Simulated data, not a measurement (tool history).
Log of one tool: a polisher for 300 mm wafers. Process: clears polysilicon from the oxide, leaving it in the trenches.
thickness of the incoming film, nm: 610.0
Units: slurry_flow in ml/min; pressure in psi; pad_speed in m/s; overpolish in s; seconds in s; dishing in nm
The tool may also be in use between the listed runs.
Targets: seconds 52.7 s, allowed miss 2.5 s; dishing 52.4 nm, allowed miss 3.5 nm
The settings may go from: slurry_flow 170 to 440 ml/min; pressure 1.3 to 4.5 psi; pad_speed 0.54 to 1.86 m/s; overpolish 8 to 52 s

run	hour	slurry_flow	pressure	pad_speed	overpolish	seconds	dishing
1	0	280	2.9	1.18	26	44.432	60.509
2	3.8	315	2.9	1.18	26	43.975	59.939
3	7.2	350	2.7	1.18	21	45.857	60.193
4	13.3	350	2.7	1.18	32	46.51	61.433
5	16.9	305	2.7	1.16	25	47.177	62.381
6	23.4	345	3	1	20	48.48	60.462
7	25	370	3	0.96	17	50.225	60.583
8	33.7	390	3	0.96	14	50.701	57.157
9	39.3	405	3	0.96	12	51.035	58.067

4 next moves are on the table. One of them brings every result within its allowed miss. Which?
A	44.9	425	2.7	1	11	?	?
B	44.9	170	4	0.92	52	?	?
C	44.9	440	3.7	0.82	8	?	?
D	44.9	425	2.8	1.04	16	?	?

move	seconds	dishing
A	52.324	53.247
B	46.442	61.163
C	47.421	49.308
D	48.766	58.648
A: meets every target
B: further off than the last run
C: brings the result that was furthest off to its target, and leaves another outside
D: further off than the last run
Answer: A
